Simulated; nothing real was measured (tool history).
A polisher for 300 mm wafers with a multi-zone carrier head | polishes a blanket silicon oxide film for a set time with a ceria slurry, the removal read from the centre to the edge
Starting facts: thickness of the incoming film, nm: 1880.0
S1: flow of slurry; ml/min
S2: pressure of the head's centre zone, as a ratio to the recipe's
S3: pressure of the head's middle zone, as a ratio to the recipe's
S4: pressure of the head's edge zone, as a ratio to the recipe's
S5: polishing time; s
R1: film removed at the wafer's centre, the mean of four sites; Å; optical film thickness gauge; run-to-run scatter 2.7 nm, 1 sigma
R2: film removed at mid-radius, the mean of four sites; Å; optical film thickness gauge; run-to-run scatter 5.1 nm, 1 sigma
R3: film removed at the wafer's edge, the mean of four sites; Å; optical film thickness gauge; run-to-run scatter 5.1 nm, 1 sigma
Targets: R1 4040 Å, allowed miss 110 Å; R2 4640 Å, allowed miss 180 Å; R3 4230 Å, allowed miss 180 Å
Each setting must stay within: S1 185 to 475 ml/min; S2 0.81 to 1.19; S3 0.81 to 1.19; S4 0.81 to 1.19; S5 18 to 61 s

Run 1, day 0: S1 305 ml/min, S2 1, S3 1, S4 1, S5 39 s. Result: R1 3489 Å, R2 3677.9 Å, R3 3495.5 Å.
Run 2, day 0.171: S1 305 ml/min, S2 1.03, S3 1, S4 1, S5 39 s. Result: R1 3563 Å, R2 3657.7 Å, R3 3514.3 Å.
Run 3, day 0.342: S1 365 ml/min, S2 1.03, S3 1, S4 1, S5 39 s. Result: R1 3586 Å, R2 3736.9 Å, R3 3615.2 Å.
Run 4, day 0.521: S1 375 ml/min, S2 1.04, S3 1.02, S4 1.02, S5 39 s. Result: R1 3628.8 Å, R2 3752.7 Å, R3 3608.6 Å.
Run 5, day 0.725: S1 375 ml/min, S2 1.01, S3 1.02, S4 1.02, S5 39 s. Result: R1 3526.2 Å, R2 3728.7 Å, R3 3503 Å.
Run 6, day 0.971: S1 375 ml/min, S2 0.99, S3 1.02, S4 1.02, S5 40 s. Result: R1 3593.2 Å, R2 3785.8 Å, R3 3669.6 Å.
Run 7, day 1.262: S1 380 ml/min, S2 0.98, S3 1.04, S4 1.02, S5 41 s. Result: R1 3596.7 Å, R2 3993.6 Å, R3 3781.3 Å.
Run 8, day 1.392: S1 380 ml/min, S2 0.99, S3 1.05, S4 1.02, S5 42 s. Result: R1 3708.4 Å, R2 4071.5 Å, R3 3881.3 Å.
Run 9, day 1.717: S1 380 ml/min, S2 1, S3 1.06, S4 1.02, S5 42 s. Result: R1 3773.8 Å, R2 4145.4 Å, R3 3809.4 Å.
Run 10, day 2.038: S1 385 ml/min, S2 1, S3 1.06, S4 1.02, S5 43 s. Result: R1 3867.3 Å, R2 4224.8 Å, R3 3894.9 Å.

Exercise: of the 5 proposed moves below, exactly one satisfies all targets within the stated allowed misses. Which move is it?
Run A, day 2.358: S1 405 ml/min, S2 1.07, S3 0.81, S4 1.15, S5 42 s. Result: R1 ?, R2 ?, R3 ?.
Run B, day 2.358: S1 310 ml/min, S2 0.98, S3 0.91, S4 1.07, S5 46 s. Result: R1 ?, R2 ?, R3 ?.
Run C, day 2.358: S1 340 ml/min, S2 0.96, S3 1.16, S4 1.08, S5 40 s. Result: R1 ?, R2 ?, R3 ?.
Run D, day 2.358: S1 310 ml/min, S2 0.97, S3 1.09, S4 1.04, S5 47 s. Result: R1 ?, R2 ?, R3 ?.
Run E, day 2.358: S1 425 ml/min, S2 0.88, S3 1.13, S4 1.02, S5 46 s. Result: R1 ?, R2 ?, R3 ?.

move      R1      R2      R3
   A    4047  3362.8  4113.6
   B  3971.7    3959  4311.8
   C  3415.8  4227.6  3771.5
   D  4021.2    4683  4349.9
   E  3660.4  4835.1  4301.7
A: the biggest miss grows against the last run
B: the biggest miss grows against the last run
C: the biggest miss grows against the last run
D: all results in spec
E: pushes the last run's worst result past its target
Go with D: it meets all targets.

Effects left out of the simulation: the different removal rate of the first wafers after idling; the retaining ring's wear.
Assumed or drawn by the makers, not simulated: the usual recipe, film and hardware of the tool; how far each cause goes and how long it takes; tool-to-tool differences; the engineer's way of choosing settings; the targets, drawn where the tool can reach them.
